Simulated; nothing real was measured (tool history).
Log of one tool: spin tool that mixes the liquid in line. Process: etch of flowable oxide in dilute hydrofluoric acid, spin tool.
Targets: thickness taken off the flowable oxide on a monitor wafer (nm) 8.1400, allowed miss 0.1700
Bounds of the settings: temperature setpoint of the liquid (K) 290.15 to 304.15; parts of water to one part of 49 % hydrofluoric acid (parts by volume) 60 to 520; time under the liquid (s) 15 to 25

run,hour,temperature setpoint of the liquid (K),parts of water to one part of 49 % hydrofluoric acid (parts by volume),time under the liquid (s),thickness taken off the flowable oxide on a monitor wafer (nm)
1,0.0,296.15,290,25,2.6422
2,5.6,294.15,290,25,2.4658
3,8.2,296.65,290,25,2.6822
4,14.6,296.65,290,15,1.6108
5,21.4,298.15,290,15,1.7062
6,26.7,298.15,290,25,2.8427
7,29.9,299.15,270,25,3.2381
8,32.5,299.15,270,25,3.2218
9,35.0,299.65,255,25,3.5361
10,40.3,299.65,255,25,3.5442
11,41.8,300.15,240,25,3.9070
12,49.7,300.65,225,25,4.3076
13,54.6,301.15,215,25,4.6390
14,63.1,304.15,100,25,12.7820
15,69.4,300.15,100,25,11.0400
16,77.0,299.15,100,25,10.6350
17,84.0,298.15,100,25,10.2140

Which of these 4 next moves meets every target?
A,91.0,296.65,120,25,?
B,91.0,297.65,115,25,?
C,91.0,297.65,80,15,?
D,91.0,297.65,120,25,?

move,thickness taken off the flowable oxide on a monitor wafer (nm)
A,7.8535
B,8.5730
C,7.7243
D,8.1663
A: takes the result that was furthest off past its target
B: nearer than the last run, and not there yet
C: takes the result that was furthest off past its target
D: meets every target
Move D is the one to make.
